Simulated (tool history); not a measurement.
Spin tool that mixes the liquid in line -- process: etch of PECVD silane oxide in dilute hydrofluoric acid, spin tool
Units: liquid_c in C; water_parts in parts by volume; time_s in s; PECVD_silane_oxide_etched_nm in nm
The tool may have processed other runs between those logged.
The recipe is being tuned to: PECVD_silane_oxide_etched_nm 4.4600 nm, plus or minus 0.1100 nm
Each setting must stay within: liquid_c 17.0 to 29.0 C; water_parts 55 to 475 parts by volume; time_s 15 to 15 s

run	hour	liquid_c	water_parts	time_s	PECVD_silane_oxide_etched_nm
1	0.0	21.0	265	15	1.7473
2	5.3	21.0	200	15	2.5059
3	6.6	23.0	185	15	2.9596
4	7.7	19.5	185	15	2.5796
5	16.4	22.0	175	15	3.0157
6	20.2	24.0	170	15	3.3903
7	26.4	25.5	165	15	3.7412
8	33.7	26.5	165	15	3.8627
9	39.0	27.0	165	15	3.9055
10	44.0	27.5	160	15	4.1633
11	50.4	28.0	160	15	4.2438

Which single option among these 4 for the next run brings every result within its allowed miss of target? Just one does.
A	56.8	27.5	160	15	?
B	56.8	26.0	145	15	?
C	56.8	29.0	150	15	?
D	56.8	29.0	165	15	?

move	PECVD_silane_oxide_etched_nm
A	4.1607
B	4.4224
C	4.7466
D	4.2338
A: further off than the last run
B: each result inside its tolerance
C: takes the biggest miss from the last run beyond its target
D: no nearer and no further than the last run
The move that meets every target is B.
